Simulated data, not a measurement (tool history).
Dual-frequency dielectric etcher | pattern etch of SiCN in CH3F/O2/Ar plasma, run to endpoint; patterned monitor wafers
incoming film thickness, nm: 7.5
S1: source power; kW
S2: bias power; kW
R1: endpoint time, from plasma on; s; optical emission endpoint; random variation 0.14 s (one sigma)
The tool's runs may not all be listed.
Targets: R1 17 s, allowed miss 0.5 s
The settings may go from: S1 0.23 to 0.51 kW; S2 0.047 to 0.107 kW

| run | hour | S1 | S2 | R1 |
|---|---|---|---|---|
| 1 | 0 | 0.37 | 0.077 | 20.462 |
| 2 | 7.1 | 0.39 | 0.08 | 19.906 |
| 3 | 15.1 | 0.41 | 0.083 | 19.271 |
| 4 | 22.4 | 0.42 | 0.085 | 19.226 |
| 5 | 26.2 | 0.43 | 0.088 | 18.561 |
| 6 | 28.1 | 0.44 | 0.089 | 18.199 |
| 7 | 32.3 | 0.44 | 0.089 | 18.551 |
| 8 | 41 | 0.45 | 0.091 | 18.2 |
| 9 | 48.5 | 0.46 | 0.092 | 17.788 |
| 10 | 53.1 | 0.47 | 0.093 | 17.527 |

Which of these 5 next moves meets every target?
| A | 57.7 | 0.45 | 0.09 | ? |
| B | 57.7 | 0.45 | 0.095 | ? |
| C | 57.7 | 0.47 | 0.086 | ? |
| D | 57.7 | 0.46 | 0.083 | ? |
| E | 57.7 | 0.51 | 0.098 | ? |

| move | R1 |
|---|---|
| A | 18.417 |
| B | 18.181 |
| C | 18.248 |
| D | 18.577 |
| E | 17.056 |
A: further off than the last run
B: further off than the last run
C: further off than the last run
D: further off than the last run
E: meets every target
Move E is the one to make.

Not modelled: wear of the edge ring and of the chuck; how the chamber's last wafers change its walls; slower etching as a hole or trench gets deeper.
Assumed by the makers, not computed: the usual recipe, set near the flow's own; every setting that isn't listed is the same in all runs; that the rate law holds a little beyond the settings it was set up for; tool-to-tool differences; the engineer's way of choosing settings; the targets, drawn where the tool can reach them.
